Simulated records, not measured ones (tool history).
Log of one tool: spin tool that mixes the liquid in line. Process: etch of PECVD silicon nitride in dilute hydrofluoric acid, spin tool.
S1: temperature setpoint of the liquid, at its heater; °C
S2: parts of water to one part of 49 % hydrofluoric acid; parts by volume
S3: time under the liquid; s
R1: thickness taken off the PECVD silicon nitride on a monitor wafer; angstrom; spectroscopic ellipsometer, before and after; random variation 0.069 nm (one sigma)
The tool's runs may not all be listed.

Run 1, hour 0: S1 21 °C, S2 170 parts by volume, S3 280 s. Result: R1 53.315 angstrom.
Run 2, hour 6.5: S1 22.5 °C, S2 170 parts by volume, S3 280 s. Result: R1 58.227 angstrom.
Run 3, hour 9.4: S1 23.5 °C, S2 170 parts by volume, S3 280 s. Result: R1 62.394 angstrom.
Run 4, hour 13.8: S1 23.5 °C, S2 220 parts by volume, S3 280 s. Result: R1 48.615 angstrom.
Run 5, hour 17.3: S1 24.5 °C, S2 210 parts by volume, S3 280 s. Result: R1 53.941 angstrom.
Run 6, hour 19.2: S1 25 °C, S2 200 parts by volume, S3 280 s. Result: R1 58.236 angstrom.
At hour 27.5: thermometer replaced.
Run 7, hour 27.5: S1 25.5 °C, S2 195 parts by volume, S3 280 s. Result: R1 55.977 angstrom.
Run 8, hour 30.5: S1 26 °C, S2 180 parts by volume, S3 280 s. Result: R1 62.217 angstrom.
Run 9, hour 35.4: S1 26.5 °C, S2 170 parts by volume, S3 280 s. Result: R1 67.355 angstrom.

The next listed run, before its measurement:
Run 10, hour 41.7: S1 27 °C, S2 160 parts by volume, S3 280 s. Result: R1 ?.

{"run 10": {"R1": 73.562}}
